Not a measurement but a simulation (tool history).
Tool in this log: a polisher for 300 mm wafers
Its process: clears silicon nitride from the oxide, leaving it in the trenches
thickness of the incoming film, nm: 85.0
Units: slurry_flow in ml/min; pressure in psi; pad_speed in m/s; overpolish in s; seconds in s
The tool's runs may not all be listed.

{"run": 1, "hour": 0.0, "slurry_flow": 275, "pressure": 2.7, "pad_speed": 1.06, "overpolish": 9, "seconds": 103.4}
{"run": 2, "hour": 8.9, "slurry_flow": 275, "pressure": 2.7, "pad_speed": 1.06, "overpolish": 7, "seconds": 107.65}
{"run": 3, "hour": 13.0, "slurry_flow": 275, "pressure": 3.3, "pad_speed": 1.06, "overpolish": 7, "seconds": 88.726}
{"run": 4, "hour": 14.9, "slurry_flow": 275, "pressure": 3, "pad_speed": 1.06, "overpolish": 7, "seconds": 94.42}
{"run": 5, "hour": 16.8, "slurry_flow": 275, "pressure": 2.6, "pad_speed": 1.02, "overpolish": 7, "seconds": 111.71}
{"run": 6, "hour": 18.6, "slurry_flow": 275, "pressure": 2.3, "pad_speed": 0.98, "overpolish": 7, "seconds": 130.11}

Expected results for the next run?
{"run": 7, "hour": 25.3, "slurry_flow": 275, "pressure": 2.1, "pad_speed": 0.96, "overpolish": 7, "seconds": "?"}

{"run 7": {"seconds": 139.96}}

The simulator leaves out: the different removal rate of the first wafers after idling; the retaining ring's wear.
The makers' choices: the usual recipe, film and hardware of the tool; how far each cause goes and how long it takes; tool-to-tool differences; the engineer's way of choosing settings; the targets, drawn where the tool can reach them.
